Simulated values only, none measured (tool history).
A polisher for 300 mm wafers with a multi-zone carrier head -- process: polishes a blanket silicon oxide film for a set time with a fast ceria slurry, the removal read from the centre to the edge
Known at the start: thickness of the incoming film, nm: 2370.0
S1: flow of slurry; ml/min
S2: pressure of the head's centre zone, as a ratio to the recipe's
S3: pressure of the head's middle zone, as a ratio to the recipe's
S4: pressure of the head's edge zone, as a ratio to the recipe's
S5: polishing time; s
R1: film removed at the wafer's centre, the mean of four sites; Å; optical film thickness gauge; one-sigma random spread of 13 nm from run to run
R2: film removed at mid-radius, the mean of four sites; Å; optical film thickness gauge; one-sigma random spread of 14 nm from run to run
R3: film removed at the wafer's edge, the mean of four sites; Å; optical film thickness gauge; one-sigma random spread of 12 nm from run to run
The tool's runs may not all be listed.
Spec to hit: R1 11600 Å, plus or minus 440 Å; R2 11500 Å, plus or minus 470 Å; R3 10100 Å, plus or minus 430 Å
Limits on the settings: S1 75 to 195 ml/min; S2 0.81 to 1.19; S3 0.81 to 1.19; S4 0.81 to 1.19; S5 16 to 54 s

run	hour	S1	S2	S3	S4	S5	R1	R2	R3
1	0	125	1	1	1	35	7512.5	7839.7	7423.2
2	2.4	135	1.03	1.02	1.02	36	8299	8247.6	7961.7
3	3.1	135	0.95	1.02	1.02	36	7670.4	8159.3	7757.6
4	8.2	140	0.98	1.04	1.02	37	8164.9	8522.4	7986.7
5	17.1	120	0.98	1.04	1.02	37	7780.2	8248	8085.6
6	25	130	0.99	1.06	1.02	38	8054.5	8696.9	8394.9
7	33.4	130	0.99	1.06	1.02	38	8291.8	8851.4	8240.7
8	34.9	135	1.01	1.08	1.03	39	8704.9	9390.8	8758.4
9	39.4	145	1.04	1.09	1.04	39	9135.7	9508.7	8802.4

Pick the move, out of 4, that brings all results within their allowed miss; only one does.
A	43.9	110	1.12	1.1	0.93	50	?	?	?
B	43.9	75	0.81	1.17	1.14	51	?	?	?
C	43.9	120	1.11	0.98	0.97	32	?	?	?
D	43.9	110	0.97	0.9	1.19	47	?	?	?

move	R1	R2	R3
A	11635	11768	10096
B	7370.6	10998	10355
C	7581.4	6995.1	6713.2
D	9503.6	9343.2	10751
A: each result inside its tolerance
B: the biggest miss grows against the last run
C: the biggest miss grows against the last run
D: an improvement on the last run, though not all results are within tolerance
A meets every target.
